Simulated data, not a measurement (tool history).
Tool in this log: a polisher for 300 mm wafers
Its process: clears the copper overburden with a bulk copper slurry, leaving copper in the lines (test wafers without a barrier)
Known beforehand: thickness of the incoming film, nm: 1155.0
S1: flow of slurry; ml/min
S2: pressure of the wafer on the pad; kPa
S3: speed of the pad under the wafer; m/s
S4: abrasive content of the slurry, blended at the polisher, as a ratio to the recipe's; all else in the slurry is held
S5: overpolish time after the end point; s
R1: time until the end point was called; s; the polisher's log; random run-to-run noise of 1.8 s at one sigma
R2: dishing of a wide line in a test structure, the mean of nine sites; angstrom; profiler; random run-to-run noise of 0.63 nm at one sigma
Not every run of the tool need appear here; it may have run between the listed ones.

run,hour,S1,S2,S3,S4,S5,R1,R2
1,0.0,310,16.5,1.30,1.00,11,111.53,516.83
2,5.9,310,15.2,1.30,1.00,9,121.49,443.89
3,12.2,275,15.2,1.30,1.00,9,125.21,443.14
4,20.4,275,15.2,1.30,0.85,9,127.87,427.25
5,27.4,275,15.2,1.30,1.00,9,123.85,432.89
6,36.0,275,15.2,1.30,1.00,14,123.11,577.29
7,40.6,285,14.5,1.30,1.00,11,129.96,498.39
8,47.0,270,14.5,1.26,0.95,9,134.84,397.22
9,55.3,270,13.8,1.26,0.95,8,141.27,358.22
10,63.6,270,13.1,1.26,0.95,7,147.12,308.90

What does the tool deliver on the next run?
11,72.1,270,12.4,1.26,0.95,7,?,?

Run 11 measured R1 155.22 s, R2 304.25 angstrom.
